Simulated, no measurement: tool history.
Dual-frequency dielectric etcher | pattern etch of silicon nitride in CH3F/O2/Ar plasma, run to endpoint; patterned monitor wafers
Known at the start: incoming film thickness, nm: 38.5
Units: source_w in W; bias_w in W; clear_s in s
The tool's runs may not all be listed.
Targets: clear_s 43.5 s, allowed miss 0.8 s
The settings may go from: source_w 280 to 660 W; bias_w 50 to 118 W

run	hour	source_w	bias_w	clear_s
1	0	470	84	49.362
2	7.3	470	75	51.574
3	16	470	83	49.511
4	23.9	390	83	52.138
5	25.5	390	96	49.589
6	26.8	420	97	48.392
7	29	440	98	47.029
8	36.8	450	98	46.825
9	39.8	460	98	46.856
10	41.1	470	99	45.916
11	46.8	480	99	45.909
12	48.8	490	99	45.859

5 next moves are on the table. One of them brings every result within its allowed miss. Which?
A	50.8	550	91	?
B	50.8	430	85	?
C	50.8	440	118	?
D	50.8	440	90	?
E	50.8	460	80	?

move	clear_s
A	45.556
B	50.707
C	44.088
D	49.201
E	50.822
A: nearer than the last run, and not there yet
B: further off than the last run
C: meets every target
D: further off than the last run
E: further off than the last run
The right move is C.
